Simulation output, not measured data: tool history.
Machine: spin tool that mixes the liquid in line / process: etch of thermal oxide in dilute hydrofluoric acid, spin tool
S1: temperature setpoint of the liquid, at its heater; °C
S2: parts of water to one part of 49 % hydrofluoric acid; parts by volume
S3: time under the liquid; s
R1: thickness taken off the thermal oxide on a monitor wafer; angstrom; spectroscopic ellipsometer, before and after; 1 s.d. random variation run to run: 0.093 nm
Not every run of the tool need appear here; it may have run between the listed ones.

run	day	S1	S2	S3	R1
1	0.000	21.0	75	65	39.758
2	0.233	23.5	60	65	56.225
3	0.279	23.5	60	45	38.353
4	0.542	25.0	50	50	55.184
5	0.662	26.0	40	55	80.816
6	0.979	26.0	40	65	93.778
7	1.117	27.0	40	65	99.423

Forecast run 8:
8	1.458	27.5	40	65	?

R1: 100.820 angstrom
